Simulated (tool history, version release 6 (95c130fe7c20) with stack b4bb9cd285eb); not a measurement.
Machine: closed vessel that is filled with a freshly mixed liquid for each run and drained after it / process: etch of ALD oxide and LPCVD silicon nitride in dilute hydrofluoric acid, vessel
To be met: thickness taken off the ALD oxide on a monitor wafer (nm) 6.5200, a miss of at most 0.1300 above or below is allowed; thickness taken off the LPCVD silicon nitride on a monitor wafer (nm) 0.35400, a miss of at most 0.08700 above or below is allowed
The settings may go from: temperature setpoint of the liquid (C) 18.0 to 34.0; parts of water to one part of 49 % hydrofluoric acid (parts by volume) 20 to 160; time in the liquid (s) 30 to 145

run	hour	temperature setpoint of the liquid (C)	parts of water to one part of 49 % hydrofluoric acid (parts by volume)	time in the liquid (s)	thickness taken off the ALD oxide on a monitor wafer (nm)	thickness taken off the LPCVD silicon nitride on a monitor wafer (nm)
1	0.0	26.0	90	75	9.5784	0.47477
2	3.5	25.0	90	75	9.2417	0.44670
3	5.3	25.0	75	75	11.1680	0.52747
4	7.4	28.0	75	75	12.6630	0.58724
5	8.5	26.5	80	75	11.1290	0.50303
6	16.6	25.0	85	75	9.7703	0.39402
7	25.9	24.5	90	75	9.0368	0.45195
8	28.6	20.5	100	70	6.3291	0.25161

Exactly one of the 5 candidate moves below puts every result within its allowed miss. Which one?
A	31.3	27.0	160	100	?	?
B	31.3	25.5	150	100	?	?
C	31.3	28.5	125	70	?	?
D	31.3	27.5	135	80	?	?
E	31.3	28.0	150	85	?	?

move	thickness taken off the ALD oxide on a monitor wafer (nm)	thickness taken off the LPCVD silicon nitride on a monitor wafer (nm)
A	6.8415	0.35997
B	6.9843	0.34926
C	6.7719	0.35465
D	6.8154	0.35233
E	6.5148	0.34749
A: takes the result that was furthest off past its target
B: takes the result that was furthest off past its target
C: takes the result that was furthest off past its target
D: takes the result that was furthest off past its target
E: all results in spec
Go with E: it meets all targets.
